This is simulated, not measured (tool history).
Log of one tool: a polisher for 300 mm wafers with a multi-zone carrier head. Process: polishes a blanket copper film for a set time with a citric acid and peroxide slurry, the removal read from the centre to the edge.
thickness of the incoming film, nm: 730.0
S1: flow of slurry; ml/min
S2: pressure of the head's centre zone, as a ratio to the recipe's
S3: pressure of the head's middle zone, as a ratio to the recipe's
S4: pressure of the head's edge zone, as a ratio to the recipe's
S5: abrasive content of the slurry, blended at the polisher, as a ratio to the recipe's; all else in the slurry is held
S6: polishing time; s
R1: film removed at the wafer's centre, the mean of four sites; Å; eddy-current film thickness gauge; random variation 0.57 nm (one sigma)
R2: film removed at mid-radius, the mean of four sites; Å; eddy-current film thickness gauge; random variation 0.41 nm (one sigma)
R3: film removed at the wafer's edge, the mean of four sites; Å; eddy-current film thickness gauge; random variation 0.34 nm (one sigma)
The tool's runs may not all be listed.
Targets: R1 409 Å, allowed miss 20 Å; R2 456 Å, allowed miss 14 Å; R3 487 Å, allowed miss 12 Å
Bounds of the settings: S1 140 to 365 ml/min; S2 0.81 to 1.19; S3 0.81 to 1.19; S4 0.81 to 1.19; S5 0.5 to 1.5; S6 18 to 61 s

run,hour,S1,S2,S3,S4,S5,S6,R1,R2,R3
1,0,235,1,1,1,1,39,731,698,710.31
2,3.5,235,1,1,0.93,1,39,714.99,703.52,695.61
3,8,235,1,1,0.93,1,46,864.11,830.8,815.52
4,13.1,235,1,1,0.89,1,46,851.36,830.66,806.26
5,16.2,235,1,1.05,0.89,1,46,843.35,850.22,812.64
6,18.9,195,1,1.05,0.89,1,46,841.82,822.44,789.9
7,23,200,0.96,1.01,0.91,0.9,42,705.82,724.5,722.29
8,28.8,195,0.95,0.99,0.9,0.8,39,645.22,651.59,643.35
9,37.2,185,0.92,0.97,0.92,0.75,37,582.69,597.09,602.84
10,41.6,175,0.89,0.96,0.94,0.7,35,509.68,550.75,576.83
11,49,170,0.87,0.95,0.93,0.65,34,483.63,524.13,541.97
12,52.1,145,0.81,0.91,0.99,0.5,31,377.4,430.47,474.05

4 next moves are on the table. One of them brings every result within its allowed miss. Which?
A,55.2,150,0.9,0.88,1,0.65,30,?,?,?
B,55.2,160,0.85,0.94,0.98,0.5,31,?,?,?
C,55.2,140,0.81,0.86,1.11,0.55,31,?,?,?
D,55.2,175,0.81,0.9,1,0.5,32,?,?,?

move,R1,R2,R3
A,428.48,429.8,493.13
B,406.7,450.04,488.29
C,382.03,420.98,517.9
D,406.57,458.72,514.75
A: as far off as the last run
B: meets every target
C: further off than the last run
D: brings the result that was furthest off to its target, and leaves another outside
Answer: B
